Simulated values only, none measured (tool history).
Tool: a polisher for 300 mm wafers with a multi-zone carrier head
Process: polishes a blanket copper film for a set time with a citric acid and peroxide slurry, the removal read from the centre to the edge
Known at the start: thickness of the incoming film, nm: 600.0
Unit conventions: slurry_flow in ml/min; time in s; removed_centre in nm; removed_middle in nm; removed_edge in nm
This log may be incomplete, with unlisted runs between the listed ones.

| run | hour | slurry_flow | centre_zone | middle_zone | edge_zone | slurry_solids | time | removed_centre | removed_middle | removed_edge |
|---|---|---|---|---|---|---|---|---|---|---|
| 1 | 0.0 | 235 | 1.00 | 1.00 | 1.00 | 1.00 | 72 | 141.960 | 143.26 | 146.24 |
| 2 | 4.2 | 235 | 1.00 | 1.00 | 1.00 | 1.10 | 72 | 143.610 | 148.43 | 150.12 |
| 3 | 6.1 | 230 | 0.95 | 0.99 | 0.97 | 0.95 | 70 | 133.060 | 135.09 | 134.23 |
| 4 | 13.1 | 230 | 0.95 | 0.99 | 1.04 | 0.95 | 70 | 129.580 | 137.17 | 137.19 |
| 5 | 19.3 | 230 | 0.95 | 0.91 | 1.04 | 0.95 | 70 | 132.060 | 123.94 | 142.73 |
| 6 | 22.1 | 230 | 0.95 | 0.91 | 1.04 | 0.95 | 80 | 150.510 | 145.66 | 163.44 |
|  | 23.6 | worn pad replaced by a new one |
| 7 | 23.6 | 220 | 0.91 | 0.92 | 1.05 | 0.85 | 76 | 140.020 | 143.06 | 159.21 |
| 8 | 30.6 | 220 | 0.89 | 0.93 | 1.04 | 0.85 | 70 | 125.610 | 132.80 | 145.80 |
| 9 | 37.6 | 225 | 0.88 | 0.94 | 1.02 | 0.80 | 66 | 113.920 | 124.18 | 134.47 |
| 10 | 42.6 | 225 | 0.88 | 0.95 | 1.00 | 0.75 | 64 | 111.420 | 118.34 | 126.08 |

The next listed run, before its measurement:
| 11 | 50.1 | 195 | 0.81 | 0.96 | 0.92 | 0.60 | 63 | ? | ? | ? |

Logged for run 11: removed_centre 92.434 nm, removed_middle 109.86 nm, removed_edge 109.88 nm.
